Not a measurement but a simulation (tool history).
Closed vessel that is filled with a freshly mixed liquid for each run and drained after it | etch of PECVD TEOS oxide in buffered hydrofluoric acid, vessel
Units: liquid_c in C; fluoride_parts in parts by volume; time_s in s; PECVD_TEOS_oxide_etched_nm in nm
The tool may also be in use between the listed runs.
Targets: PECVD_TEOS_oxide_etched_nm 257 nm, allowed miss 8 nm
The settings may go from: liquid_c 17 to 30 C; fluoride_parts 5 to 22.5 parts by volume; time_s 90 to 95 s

{"run": 1, "day": 0.0, "liquid_c": 22, "fluoride_parts": 13.5, "time_s": 90, "PECVD_TEOS_oxide_etched_nm": 178.51}
{"run": 2, "day": 0.05, "liquid_c": 24, "fluoride_parts": 13.5, "time_s": 90, "PECVD_TEOS_oxide_etched_nm": 195.56}
{"run": 3, "day": 0.129, "liquid_c": 24, "fluoride_parts": 13.5, "time_s": 95, "PECVD_TEOS_oxide_etched_nm": 203.81}
{"run": 4, "day": 0.462, "liquid_c": 22, "fluoride_parts": 13.5, "time_s": 95, "PECVD_TEOS_oxide_etched_nm": 186.62}
{"run": 5, "day": 0.733, "liquid_c": 24, "fluoride_parts": 13.5, "time_s": 95, "PECVD_TEOS_oxide_etched_nm": 209.41}
{"run": 6, "day": 0.896, "liquid_c": 21, "fluoride_parts": 13.5, "time_s": 95, "PECVD_TEOS_oxide_etched_nm": 176.36}
{"run": 7, "day": 0.933, "liquid_c": 23, "fluoride_parts": 13.5, "time_s": 95, "PECVD_TEOS_oxide_etched_nm": 198.83}
{"run": 8, "day": 1.238, "liquid_c": 24.5, "fluoride_parts": 13.5, "time_s": 95, "PECVD_TEOS_oxide_etched_nm": 214.34}

Which of these 5 next moves meets every target?
{"run": "A", "day": 1.542, "liquid_c": 23.5, "fluoride_parts": 11.5, "time_s": 95, "PECVD_TEOS_oxide_etched_nm": "?"}
{"run": "B", "day": 1.542, "liquid_c": 25, "fluoride_parts": 11.5, "time_s": 90, "PECVD_TEOS_oxide_etched_nm": "?"}
{"run": "C", "day": 1.542, "liquid_c": 24, "fluoride_parts": 11, "time_s": 95, "PECVD_TEOS_oxide_etched_nm": "?"}
{"run": "D", "day": 1.542, "liquid_c": 22, "fluoride_parts": 14.5, "time_s": 90, "PECVD_TEOS_oxide_etched_nm": "?"}
{"run": "E", "day": 1.542, "liquid_c": 24.5, "fluoride_parts": 10, "time_s": 95, "PECVD_TEOS_oxide_etched_nm": "?"}

move=A PECVD_TEOS_oxide_etched_nm=235.97
move=B PECVD_TEOS_oxide_etched_nm=242.58
move=C PECVD_TEOS_oxide_etched_nm=253.26
move=D PECVD_TEOS_oxide_etched_nm=164.03
move=E PECVD_TEOS_oxide_etched_nm=285.55
A: nearer than the last run, and not there yet
B: nearer than the last run, and not there yet
C: meets every target
D: further off than the last run
E: takes the result that was furthest off past its target
Move C is the one to make.

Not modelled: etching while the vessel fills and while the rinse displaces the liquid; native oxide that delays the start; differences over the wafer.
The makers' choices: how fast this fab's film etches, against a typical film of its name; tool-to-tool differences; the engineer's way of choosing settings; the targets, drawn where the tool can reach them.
